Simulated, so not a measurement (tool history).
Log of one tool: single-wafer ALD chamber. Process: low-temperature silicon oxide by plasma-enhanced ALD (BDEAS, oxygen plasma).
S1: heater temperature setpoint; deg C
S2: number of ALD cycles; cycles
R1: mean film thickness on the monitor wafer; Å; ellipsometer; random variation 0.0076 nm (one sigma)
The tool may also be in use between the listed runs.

run	hour	S1	S2	R1
1	0	110	28	40.534
2	5.6	103	28	40.816
3	7.8	97	28	41.2
4	8.5	93	28	41.763
5	15.3	101	28	40.971
6	22.2	108	28	40.34
7	30.6	120	24	33.98
8	37.5	120	24	34.116
9	42.3	121	24	33.987
10	47.4	122	24	33.956
11	50	123	24	33.837
12	55.4	124	24	33.86
13	60	125	24	33.645
14	67.3	126	24	33.726
15	74.6	127	24	33.645

Predict the results of run 16:
16	76.9	128	24	?

R1: 33.543 Å
